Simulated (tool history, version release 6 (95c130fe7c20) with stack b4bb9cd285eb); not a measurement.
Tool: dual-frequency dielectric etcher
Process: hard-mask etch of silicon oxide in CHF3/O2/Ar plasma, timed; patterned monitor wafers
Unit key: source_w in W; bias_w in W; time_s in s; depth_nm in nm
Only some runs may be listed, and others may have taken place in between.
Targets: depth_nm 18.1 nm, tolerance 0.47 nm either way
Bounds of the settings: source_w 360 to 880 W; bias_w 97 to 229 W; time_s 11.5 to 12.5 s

{"run": 1, "hour": 0.0, "source_w": 620, "bias_w": 163, "time_s": 12.5, "depth_nm": 22.121}
{"run": 2, "hour": 3.2, "source_w": 620, "bias_w": 163, "time_s": 12.5, "depth_nm": 22.144}
{"run": 3, "hour": 8.3, "source_w": 720, "bias_w": 163, "time_s": 12.5, "depth_nm": 23.992}
{"run": 4, "hour": 14.5, "source_w": 620, "bias_w": 163, "time_s": 12.5, "depth_nm": 22.411}
{"run": 5, "hour": 21.9, "source_w": 550, "bias_w": 153, "time_s": 12.5, "depth_nm": 20.339}
{"run": 6, "hour": 24.4, "source_w": 620, "bias_w": 153, "time_s": 12.5, "depth_nm": 21.921}
{"run": 7, "hour": 27.2, "source_w": 550, "bias_w": 148, "time_s": 12.5, "depth_nm": 20.207}
{"run": 8, "hour": 30.4, "source_w": 510, "bias_w": 146, "time_s": 12.5, "depth_nm": 19.204}
{"run": 9, "hour": 35.8, "source_w": 490, "bias_w": 145, "time_s": 12.5, "depth_nm": 18.893}
{"run": 10, "hour": 40.3, "source_w": 430, "bias_w": 140, "time_s": 12.5, "depth_nm": 17.282}

Which single option among these 5 for the next run brings every result within its allowed miss of target? Just one does.
{"run": "A", "hour": 44.8, "source_w": 460, "bias_w": 145, "time_s": 12.5, "depth_nm": "?"}
{"run": "B", "hour": 44.8, "source_w": 490, "bias_w": 127, "time_s": 11.5, "depth_nm": "?"}
{"run": "C", "hour": 44.8, "source_w": 410, "bias_w": 157, "time_s": 11.5, "depth_nm": "?"}
{"run": "D", "hour": 44.8, "source_w": 470, "bias_w": 128, "time_s": 12.5, "depth_nm": "?"}
{"run": "E", "hour": 44.8, "source_w": 470, "bias_w": 141, "time_s": 11.5, "depth_nm": "?"}

move=A depth_nm=18.057
move=B depth_nm=16.217
move=C depth_nm=16.116
move=D depth_nm=17.284
move=E depth_nm=16.605
A: all results land within tolerance of their targets
B: further off than the last run
C: further off than the last run
D: no nearer and no further than the last run
E: further off than the last run
The right move is A.

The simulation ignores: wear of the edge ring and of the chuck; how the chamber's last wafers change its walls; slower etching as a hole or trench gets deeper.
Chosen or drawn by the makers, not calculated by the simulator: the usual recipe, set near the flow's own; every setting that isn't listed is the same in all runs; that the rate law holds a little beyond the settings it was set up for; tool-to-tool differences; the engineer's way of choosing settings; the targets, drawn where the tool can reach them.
